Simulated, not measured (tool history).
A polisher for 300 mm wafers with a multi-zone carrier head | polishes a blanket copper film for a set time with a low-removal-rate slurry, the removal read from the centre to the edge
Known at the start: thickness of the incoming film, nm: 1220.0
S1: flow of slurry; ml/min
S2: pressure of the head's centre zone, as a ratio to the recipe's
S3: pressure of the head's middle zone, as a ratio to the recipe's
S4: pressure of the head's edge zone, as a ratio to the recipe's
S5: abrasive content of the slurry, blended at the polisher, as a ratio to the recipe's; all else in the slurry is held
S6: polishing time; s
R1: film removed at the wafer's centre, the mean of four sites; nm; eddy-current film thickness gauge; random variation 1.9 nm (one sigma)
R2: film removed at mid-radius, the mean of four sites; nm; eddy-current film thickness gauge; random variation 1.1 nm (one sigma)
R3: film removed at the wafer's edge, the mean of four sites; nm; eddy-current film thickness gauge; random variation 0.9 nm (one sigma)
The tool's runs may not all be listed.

| run | hour | S1 | S2 | S3 | S4 | S5 | S6 | R1 | R2 | R3 |
|---|---|---|---|---|---|---|---|---|---|---|
| 1 | 0 | 125 | 1 | 1 | 1 | 1 | 72 | 243.02 | 228.7 | 233.59 |
| 2 | 8.5 | 125 | 1 | 1 | 1 | 0.9 | 72 | 228.87 | 224.83 | 224.08 |
| 3 | 9.8 | 115 | 1.01 | 0.96 | 1.01 | 0.85 | 68 | 209.2 | 195.73 | 211.77 |
| 4 | 17.5 | 115 | 0.93 | 0.96 | 1.01 | 0.85 | 68 | 197.18 | 197.53 | 208.66 |
| 5 | 18.3 | 115 | 0.93 | 0.96 | 1.09 | 0.85 | 68 | 193.71 | 197.05 | 215.97 |
| 6 | 20.8 | 115 | 0.93 | 0.96 | 1.04 | 0.85 | 68 | 197.37 | 195.18 | 215 |

Forecast run 7:
| 7 | 22.2 | 110 | 0.94 | 0.94 | 1.01 | 0.8 | 64 | ? | ? | ? |

Run 7 gave R1 181.33 nm, R2 174.95 nm, R3 192.47 nm.
